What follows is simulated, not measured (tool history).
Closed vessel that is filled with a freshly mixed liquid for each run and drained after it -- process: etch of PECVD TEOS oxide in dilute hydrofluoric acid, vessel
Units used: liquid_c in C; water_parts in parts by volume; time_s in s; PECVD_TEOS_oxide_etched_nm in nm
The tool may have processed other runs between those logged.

run,day,liquid_c,water_parts,time_s,PECVD_TEOS_oxide_etched_nm
1,0.000,26.0,265,425,40.868
2,0.092,24.0,270,425,37.204
3,0.321,22.5,275,425,34.810
4,0.458,21.5,280,425,32.931
5,0.521,21.5,210,425,46.223
6,0.854,20.5,230,425,40.438
7,0.979,20.0,245,425,36.311
8,1.092,19.5,255,425,33.977
9,1.383,19.0,260,425,32.729
10,1.675,18.5,265,425,31.248

What does the tool deliver on the next run?
11,1.717,18.5,270,425,?

For run 11 the tool returned PECVD_TEOS_oxide_etched_nm 30.479 nm.

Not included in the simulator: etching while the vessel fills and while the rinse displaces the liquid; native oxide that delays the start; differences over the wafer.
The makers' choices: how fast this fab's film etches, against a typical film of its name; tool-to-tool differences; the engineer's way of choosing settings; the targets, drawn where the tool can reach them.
